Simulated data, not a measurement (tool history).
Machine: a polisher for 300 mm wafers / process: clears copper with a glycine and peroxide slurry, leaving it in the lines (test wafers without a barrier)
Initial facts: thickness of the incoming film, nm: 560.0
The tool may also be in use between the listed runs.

run,hour,flow of slurry (ml/min),pressure of the wafer on the pad (kPa),speed of the pad under the wafer (cm/s),overpolish time after the end point (s),time until the end point was called (s),dishing of a wide line in a test structure (nm)
1,0.0,295,19.3,126,20,103.61,71.348
2,6.3,265,19.3,126,20,106.12,68.906
3,11.7,270,17.2,126,16,116.34,52.261
4,16.0,270,19.3,126,16,107.49,57.440
5,24.0,270,17.2,126,14,116.45,46.330
6,30.0,270,19.3,126,14,105.77,51.220
7,37.4,265,17.2,126,13,116.28,44.136
8,39.6,260,15.2,126,13,130.38,41.025
9,42.3,260,11.0,124,7,167.23,18.239
10,50.2,255,11.7,122,9,160.63,23.353
11,58.5,250,11.7,120,10,166.47,24.796
12,66.9,245,12.4,120,10,162.00,26.569
13,69.6,240,12.4,120,10,157.54,26.153
14,70.5,235,12.4,120,10,159.77,26.391
15,71.4,235,13.1,120,13,154.02,33.889
16,73.9,245,13.1,120,13,151.43,35.039
17,80.9,260,13.1,120,13,152.25,35.388

Run 18, settings as shown, results not yet in. Your forecast:
18,86.9,255,13.1,122,13,?,?

For run 18 the tool returned time until the end point was called (s) 151.81, dishing of a wide line in a test structure (nm) 35.654.

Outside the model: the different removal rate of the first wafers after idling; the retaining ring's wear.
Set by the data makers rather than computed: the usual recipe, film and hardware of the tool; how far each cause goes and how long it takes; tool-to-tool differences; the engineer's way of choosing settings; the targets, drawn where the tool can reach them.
